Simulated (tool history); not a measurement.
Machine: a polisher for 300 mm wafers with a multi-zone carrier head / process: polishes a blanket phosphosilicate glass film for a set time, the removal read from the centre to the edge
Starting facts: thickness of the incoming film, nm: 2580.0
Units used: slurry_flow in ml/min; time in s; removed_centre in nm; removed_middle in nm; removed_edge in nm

run	hour	slurry_flow	centre_zone	middle_zone	edge_zone	slurry_solids	time	removed_centre	removed_middle	removed_edge
1	0	205	1	1	1	1	53	421.65	465.64	461.76
2	8.3	185	1	1	1	1	53	413.73	459.85	459.45
3	9	180	0.98	0.95	0.99	0.85	50	358.67	392.74	401.22
4	15.9	180	0.98	0.95	0.99	0.85	40	288.8	307.25	322.57
5	18.5	180	0.98	0.95	0.99	0.7	40	263.4	286.12	301.78
6	20.1	175	0.97	0.92	0.99	0.7	40	258.44	275.79	297.82

Estimate the outcome of run 7 from the log above:
7	22	170	0.96	0.9	0.99	0.7	40	?	?	?

{"run 7": {"removed_centre": 257.16, "removed_middle": 272.2, "removed_edge": 301.68}}
